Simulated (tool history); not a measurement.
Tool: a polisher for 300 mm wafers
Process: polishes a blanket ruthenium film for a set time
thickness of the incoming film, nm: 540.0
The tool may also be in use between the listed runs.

run,hour,flow of slurry (ml/min),pressure of the wafer on the pad (kPa),speed of the pad under the wafer (cm/s),polishing time (s),film removed (angstrom)
1,0.0,180,18.6,96,57,835.38
2,9.0,180,18.6,86,57,774.89
3,14.5,180,20.0,86,57,848.03
4,18.3,180,16.5,86,57,707.36
5,19.2,180,18.6,88,57,792.58
6,26.5,140,18.6,88,57,782.46
7,32.4,140,23.4,92,57,995.51

Forecast run 8:
8,35.1,140,24.1,92,57,?

film removed (angstrom): 1044.90
